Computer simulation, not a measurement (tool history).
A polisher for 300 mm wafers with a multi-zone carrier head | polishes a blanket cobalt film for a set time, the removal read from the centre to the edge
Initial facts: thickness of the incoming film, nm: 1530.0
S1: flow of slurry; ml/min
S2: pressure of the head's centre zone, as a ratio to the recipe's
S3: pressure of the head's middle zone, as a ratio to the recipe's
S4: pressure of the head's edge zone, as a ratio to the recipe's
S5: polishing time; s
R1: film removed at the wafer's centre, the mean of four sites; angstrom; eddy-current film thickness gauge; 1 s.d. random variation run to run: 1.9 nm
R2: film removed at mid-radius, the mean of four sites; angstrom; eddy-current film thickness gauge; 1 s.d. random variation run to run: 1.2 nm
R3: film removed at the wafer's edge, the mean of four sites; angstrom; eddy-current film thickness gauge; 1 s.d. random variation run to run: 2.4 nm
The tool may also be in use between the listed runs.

run  hour   S1    S2    S3    S4  S5      R1      R2      R3
  1   0.0  240  1.00  1.00  1.00  51  1546.0  1622.8  1599.9
  2   1.5  240  1.00  1.00  1.08  51  1605.6  1628.3  1675.3
  3   3.6  240  0.92  1.00  1.08  51  1432.5  1603.1  1673.1
  4   8.8  255  0.94  1.03  1.08  51  1466.9  1656.2  1688.4
  5  11.9  255  0.97  1.03  1.08  51  1528.2  1670.8  1697.7
  6  19.0  265  0.99  1.05  1.07  51  1587.2  1696.2  1729.2

Predict the results of run 7:
  7  27.6  265  1.00  1.08  1.04  51   ?   ?   ?

{"run 7": {"R1": 1611.9, "R2": 1713.2, "R3": 1642.3}}

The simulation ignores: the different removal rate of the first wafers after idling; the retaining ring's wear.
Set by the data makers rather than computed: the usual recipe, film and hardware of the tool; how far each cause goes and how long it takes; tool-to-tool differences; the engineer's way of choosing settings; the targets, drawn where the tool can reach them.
